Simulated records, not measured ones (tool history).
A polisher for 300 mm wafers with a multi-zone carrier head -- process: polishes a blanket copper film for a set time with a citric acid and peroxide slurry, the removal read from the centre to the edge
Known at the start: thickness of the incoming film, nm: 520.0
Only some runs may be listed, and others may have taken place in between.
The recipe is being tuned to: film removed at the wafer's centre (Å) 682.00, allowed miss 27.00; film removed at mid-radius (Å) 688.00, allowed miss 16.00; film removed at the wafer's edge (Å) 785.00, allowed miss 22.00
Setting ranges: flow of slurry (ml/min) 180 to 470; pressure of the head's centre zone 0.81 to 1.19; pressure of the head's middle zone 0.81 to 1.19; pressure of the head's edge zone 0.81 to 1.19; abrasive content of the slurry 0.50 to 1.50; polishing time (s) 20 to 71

run,hour,flow of slurry (ml/min),pressure of the head's centre zone,pressure of the head's middle zone,pressure of the head's edge zone,abrasive content of the slurry,polishing time (s),film removed at the wafer's centre (Å),film removed at mid-radius (Å),film removed at the wafer's edge (Å)
1,0.0,300,1.00,1.00,1.00,1.00,45,668.10,657.19,660.75
2,4.4,300,1.03,1.00,1.00,1.00,45,681.88,658.21,659.23
3,8.4,305,1.01,0.99,1.04,1.05,45,671.68,665.53,677.23
4,12.1,305,1.01,1.03,1.04,1.05,45,680.88,684.00,684.48
5,13.1,305,1.01,1.03,1.04,1.05,38,578.73,583.62,575.83
6,16.2,305,1.01,0.97,1.04,1.05,38,585.66,554.01,579.88
7,18.1,305,1.00,0.96,1.07,1.15,39,594.58,581.47,619.83
8,19.8,305,1.00,0.95,1.09,1.20,40,629.89,588.56,643.83
9,26.2,325,0.90,0.98,1.19,1.45,45,668.30,728.46,812.41
10,28.9,320,0.91,0.97,1.18,1.45,45,671.29,723.35,792.81
11,37.1,315,0.91,0.96,1.18,1.45,45,664.59,708.44,787.97
12,42.6,315,0.91,0.95,1.18,1.45,45,677.39,702.63,803.01
13,46.8,310,0.91,0.95,1.18,1.45,45,679.50,705.00,795.11

Which of these 5 next moves meets every target?
A,51.0,290,0.90,1.01,1.14,1.50,44,?,?,?
B,51.0,320,0.94,0.94,1.19,1.50,44,?,?,?
C,51.0,345,0.89,0.97,1.19,1.50,45,?,?,?
D,51.0,340,0.91,0.99,1.19,1.25,47,?,?,?
E,51.0,330,0.94,1.02,1.18,1.35,45,?,?,?

move,film removed at the wafer's centre (Å),film removed at mid-radius (Å),film removed at the wafer's edge (Å)
A,643.72,715.96,758.25
B,678.65,679.63,781.19
C,661.44,718.20,802.37
D,670.69,724.35,795.55
E,676.33,724.91,773.15
A: lands further from the targets than the last run did
B: hits every target within its allowed miss
C: lands further from the targets than the last run did
D: lands further from the targets than the last run did
E: lands further from the targets than the last run did
The move that meets every target is B.

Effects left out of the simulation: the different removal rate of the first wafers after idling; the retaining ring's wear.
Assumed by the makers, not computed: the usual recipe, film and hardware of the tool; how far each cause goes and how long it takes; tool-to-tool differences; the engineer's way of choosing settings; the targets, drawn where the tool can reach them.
